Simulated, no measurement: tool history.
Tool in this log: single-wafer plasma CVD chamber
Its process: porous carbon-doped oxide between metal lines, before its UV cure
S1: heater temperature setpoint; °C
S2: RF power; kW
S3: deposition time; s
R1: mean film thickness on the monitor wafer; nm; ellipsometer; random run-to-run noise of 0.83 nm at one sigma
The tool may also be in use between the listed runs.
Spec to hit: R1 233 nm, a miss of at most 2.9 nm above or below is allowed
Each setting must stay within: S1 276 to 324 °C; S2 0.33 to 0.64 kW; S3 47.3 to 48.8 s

run,hour,S1,S2,S3,R1
1,0,300,0.485,47.3,268.77
2,4.5,300,0.485,47.3,269.19
3,11.8,300,0.445,47.3,256.12
4,19.2,300,0.5,47.3,275.7
5,23.7,307,0.49,47.3,263.7
6,28.4,297,0.49,47.3,276.04
7,30.2,309,0.44,47.3,243.53
8,36,311,0.44,47.3,239.76
9,42.6,312,0.44,47.3,240.81
10,44.9,314,0.44,47.3,238.48
11,52.9,315,0.44,47.3,238.07

Exercise: of the 5 proposed moves below, exactly one satisfies all targets within the stated allowed misses. Which move is it?
A,60.9,316,0.44,47.9,?
B,60.9,320,0.45,47.9,?
C,60.9,309,0.4,47.3,?
D,60.9,320,0.465,48.8,?
E,60.9,318,0.44,47.4,?

move,R1
A,237.29
B,236.63
C,226.92
D,245.81
E,232.72
A: moves toward the targets from the last run without getting all of them in spec
B: moves toward the targets from the last run without getting all of them in spec
C: takes the result that was furthest off past its target
D: misses by more than the last run did
E: each result inside its tolerance
So the answer is move E, the one that meets all the targets.
